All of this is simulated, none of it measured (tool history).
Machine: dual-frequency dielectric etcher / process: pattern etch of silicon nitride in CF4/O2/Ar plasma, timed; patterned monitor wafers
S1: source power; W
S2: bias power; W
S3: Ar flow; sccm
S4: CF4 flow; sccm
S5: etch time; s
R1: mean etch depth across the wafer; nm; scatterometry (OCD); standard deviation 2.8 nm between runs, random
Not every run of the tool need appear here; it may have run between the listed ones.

| run | hour | S1 | S2 | S3 | S4 | S5 | R1 |
|---|---|---|---|---|---|---|---|
| 1 | 0.0 | 490 | 45 | 84 | 72 | 424.5 | 813.39 |
| 2 | 1.3 | 490 | 45 | 73 | 72 | 424.5 | 819.55 |
| 3 | 4.6 | 440 | 44 | 73 | 72 | 424.5 | 727.93 |
| 4 | 10.4 | 440 | 44 | 73 | 72 | 443.5 | 774.86 |
| 5 | 14.8 | 410 | 43 | 73 | 72 | 443.5 | 719.64 |
| 6 | 21.6 | 480 | 43 | 73 | 72 | 443.5 | 825.76 |
| 7 | 23.3 | 440 | 42 | 73 | 72 | 443.5 | 754.97 |
| 8 | 28.9 | 410 | 42 | 73 | 72 | 443.5 | 711.21 |
| 9 | 37.7 | 380 | 42 | 73 | 72 | 443.5 | 653.39 |
| 10 | 40.1 | 310 | 42 | 73 | 72 | 443.5 | 534.85 |

Run 11 is up next; what results do you expect?
| 11 | 42.4 | 340 | 42 | 73 | 72 | 443.5 | ? |

{"run 11": {"R1": 588.44}}
